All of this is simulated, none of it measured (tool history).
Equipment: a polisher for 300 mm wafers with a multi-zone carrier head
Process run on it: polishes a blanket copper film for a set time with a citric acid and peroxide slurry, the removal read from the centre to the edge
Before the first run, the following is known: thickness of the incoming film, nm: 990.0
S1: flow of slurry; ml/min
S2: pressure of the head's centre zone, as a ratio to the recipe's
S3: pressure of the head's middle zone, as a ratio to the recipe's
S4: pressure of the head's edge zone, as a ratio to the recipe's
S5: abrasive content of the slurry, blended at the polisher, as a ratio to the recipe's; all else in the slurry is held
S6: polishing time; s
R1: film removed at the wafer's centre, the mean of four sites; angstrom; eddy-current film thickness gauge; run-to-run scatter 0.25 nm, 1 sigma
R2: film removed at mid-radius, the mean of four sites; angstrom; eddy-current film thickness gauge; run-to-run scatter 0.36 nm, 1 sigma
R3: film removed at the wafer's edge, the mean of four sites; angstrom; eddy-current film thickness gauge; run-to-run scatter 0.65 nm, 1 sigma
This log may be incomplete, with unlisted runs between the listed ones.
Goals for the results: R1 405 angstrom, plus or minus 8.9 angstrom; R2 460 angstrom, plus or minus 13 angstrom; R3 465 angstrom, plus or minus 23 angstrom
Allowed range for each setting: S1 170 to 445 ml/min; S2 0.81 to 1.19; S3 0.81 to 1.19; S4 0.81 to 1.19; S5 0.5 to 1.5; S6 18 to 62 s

{"run": 1, "hour": 0.0, "S1": 285, "S2": 1, "S3": 1, "S4": 1, "S5": 1, "S6": 40, "R1": 534.2, "R2": 535.47, "R3": 543.43}
{"run": 2, "hour": 3.5, "S1": 285, "S2": 1, "S3": 0.94, "S4": 1, "S5": 1, "S6": 40, "R1": 530.64, "R2": 512.67, "R3": 546.54}
{"run": 3, "hour": 12.0, "S1": 285, "S2": 1, "S3": 0.94, "S4": 1.07, "S5": 1, "S6": 40, "R1": 536.15, "R2": 511.33, "R3": 556.69}
{"run": 4, "hour": 13.2, "S1": 280, "S2": 0.98, "S3": 0.94, "S4": 1.04, "S5": 0.9, "S6": 40, "R1": 519.63, "R2": 499.22, "R3": 545.91}
{"run": 5, "hour": 18.2, "S1": 280, "S2": 0.95, "S3": 0.95, "S4": 1.01, "S5": 0.85, "S6": 40, "R1": 503.77, "R2": 497.76, "R3": 545.66}
{"run": 6, "hour": 26.9, "S1": 275, "S2": 0.93, "S3": 0.97, "S4": 0.99, "S5": 0.8, "S6": 39, "R1": 476.96, "R2": 483.58, "R3": 505.88}
{"run": 7, "hour": 32.2, "S1": 265, "S2": 0.91, "S3": 0.98, "S4": 0.99, "S5": 0.8, "S6": 39, "R1": 470.9, "R2": 494.6, "R3": 514.27}
{"run": 8, "hour": 34.8, "S1": 260, "S2": 0.89, "S3": 0.98, "S4": 0.98, "S5": 0.75, "S6": 39, "R1": 452.28, "R2": 482.15, "R3": 494.72}
{"run": 9, "hour": 37.8, "S1": 250, "S2": 0.88, "S3": 0.98, "S4": 0.97, "S5": 0.75, "S6": 39, "R1": 449.4, "R2": 477.6, "R3": 490.47}
{"run": 10, "hour": 45.6, "S1": 245, "S2": 0.87, "S3": 0.98, "S4": 0.97, "S5": 0.75, "S6": 39, "R1": 441.31, "R2": 480.53, "R3": 488.08}
{"run": 11, "hour": 47.8, "S1": 235, "S2": 0.86, "S3": 0.98, "S4": 0.97, "S5": 0.75, "S6": 39, "R1": 440.19, "R2": 480.92, "R3": 483.63}
{"run": 12, "hour": 50.3, "S1": 235, "S2": 0.85, "S3": 0.98, "S4": 0.97, "S5": 0.75, "S6": 39, "R1": 431.98, "R2": 476.38, "R3": 496.29}

Below are 5 possible settings for the next run. Only one of them brings all results inside the allowed miss of their targets. Which is it?
{"run": "A", "hour": 52.8, "S1": 270, "S2": 0.89, "S3": 0.93, "S4": 1.01, "S5": 0.55, "S6": 38, "R1": "?", "R2": "?", "R3": "?"}
{"run": "B", "hour": 52.8, "S1": 180, "S2": 0.83, "S3": 1.18, "S4": 0.88, "S5": 0.85, "S6": 35, "R1": "?", "R2": "?", "R3": "?"}
{"run": "C", "hour": 52.8, "S1": 235, "S2": 0.82, "S3": 1.17, "S4": 0.9, "S5": 0.7, "S6": 36, "R1": "?", "R2": "?", "R3": "?"}
{"run": "D", "hour": 52.8, "S1": 230, "S2": 0.96, "S3": 1.1, "S4": 0.88, "S5": 0.65, "S6": 36, "R1": "?", "R2": "?", "R3": "?"}
{"run": "E", "hour": 52.8, "S1": 260, "S2": 0.87, "S3": 1.06, "S4": 1.09, "S5": 0.7, "S6": 36, "R1": "?", "R2": "?", "R3": "?"}

move=A R1=424.73 R2=426.63 R3=459.38
move=B R1=383.07 R2=476.8 R3=411.4
move=C R1=391.41 R2=486.32 R3=423.17
move=D R1=427.38 R2=458.38 R3=413.23
move=E R1=411.12 R2=458.11 R3=468.24
A: closes in on the targets versus the last run, not all within tolerance yet
B: the result that was furthest off in the last run now lies on the other side of its target
C: the result that was furthest off in the last run now lies on the other side of its target
D: closes in on the targets versus the last run, not all within tolerance yet
E: every result within its allowed miss
Answer: E
